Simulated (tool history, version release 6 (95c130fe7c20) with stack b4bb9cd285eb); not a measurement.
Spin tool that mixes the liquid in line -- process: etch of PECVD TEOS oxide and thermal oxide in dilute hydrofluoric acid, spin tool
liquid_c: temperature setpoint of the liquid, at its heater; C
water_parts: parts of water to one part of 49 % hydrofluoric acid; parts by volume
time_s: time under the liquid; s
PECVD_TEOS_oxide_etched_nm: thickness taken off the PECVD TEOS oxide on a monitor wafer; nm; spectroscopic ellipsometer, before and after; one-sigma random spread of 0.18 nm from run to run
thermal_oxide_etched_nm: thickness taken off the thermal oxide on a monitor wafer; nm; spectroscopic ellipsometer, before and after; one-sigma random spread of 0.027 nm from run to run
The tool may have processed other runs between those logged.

| run | day | liquid_c | water_parts | time_s | PECVD_TEOS_oxide_etched_nm | thermal_oxide_etched_nm |
|---|---|---|---|---|---|---|
| 1 | 0 | 22 | 135 | 180 | 13.282 | 4.751 |
| 2 | 0.375 | 24 | 135 | 180 | 14.252 | 5.1567 |
| 3 | 0.571 | 21 | 135 | 180 | 12.638 | 4.5629 |
| 4 | 0.875 | 21 | 135 | 255 | 18.192 | 6.4607 |
| 5 | 1.183 | 21 | 135 | 315 | 22.306 | 7.9915 |
| 6 | 1.408 | 20 | 135 | 315 | 21.814 | 7.6764 |

What does the tool deliver on the next run?
| 7 | 1.65 | 19.5 | 135 | 315 | ? | ? |

{"run 7": {"PECVD_TEOS_oxide_etched_nm": 20.999, "thermal_oxide_etched_nm": 7.5563}}

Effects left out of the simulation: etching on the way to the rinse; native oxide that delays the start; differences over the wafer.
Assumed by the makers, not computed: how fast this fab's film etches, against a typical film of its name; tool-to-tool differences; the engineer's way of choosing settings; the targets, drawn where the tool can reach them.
